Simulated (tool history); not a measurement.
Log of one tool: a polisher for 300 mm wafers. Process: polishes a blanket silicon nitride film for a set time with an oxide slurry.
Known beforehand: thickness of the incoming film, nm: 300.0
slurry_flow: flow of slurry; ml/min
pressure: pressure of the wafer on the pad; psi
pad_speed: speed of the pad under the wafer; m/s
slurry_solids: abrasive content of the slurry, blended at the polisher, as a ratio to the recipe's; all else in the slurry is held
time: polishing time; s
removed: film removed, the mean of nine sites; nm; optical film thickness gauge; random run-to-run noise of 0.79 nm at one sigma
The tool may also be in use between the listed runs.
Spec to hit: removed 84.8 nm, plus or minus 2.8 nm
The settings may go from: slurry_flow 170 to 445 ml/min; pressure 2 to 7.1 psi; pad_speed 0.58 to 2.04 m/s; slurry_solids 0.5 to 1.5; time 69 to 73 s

run  hour  slurry_flow  pressure  pad_speed  slurry_solids  time  removed
  1     0          285       4.5        1.3              1    69   69.538
  2   6.1          285       4.5       1.14              1    69   62.194
  3   7.2          285       4.5       1.14           0.85    69    58.28
  4  10.6          285       4.5       1.14              1    69    61.44
  5  11.6          285       4.7       1.14              1    69   63.427
  6    17          340       4.7       1.14              1    69     65.7
  7  22.9          340       4.9       1.14              1    69   68.502
  8  28.9          340         5       1.14              1    69   69.598
  9  30.1          340       5.1       1.14              1    69   72.166
 10  32.5          340       5.2       1.14              1    69   71.022
 11  34.8          340       5.3       1.14              1    69   73.589
 12  41.7          340       5.4       1.14              1    69   75.187
 13  48.4          340       5.5       1.14              1    69   77.405
 14  57.2          340       5.6       1.14              1    69    78.79
 15  65.2          340       5.8       1.14              1    69   81.123

Which of these 4 next moves meets every target?
  A  73.2          440       5.6       1.16              1    69        ?
  B  73.2          350       5.7        1.1              1    69        ?
  C  73.2          345       5.9       1.12           0.85    69        ?
  D  73.2          380       5.8        1.1           1.25    69        ?

move  removed
   A    80.73
   B   77.687
   C   76.579
   D   86.044
A: misses by more than the last run did
B: misses by more than the last run did
C: misses by more than the last run did
D: meets every target
The right move is D.
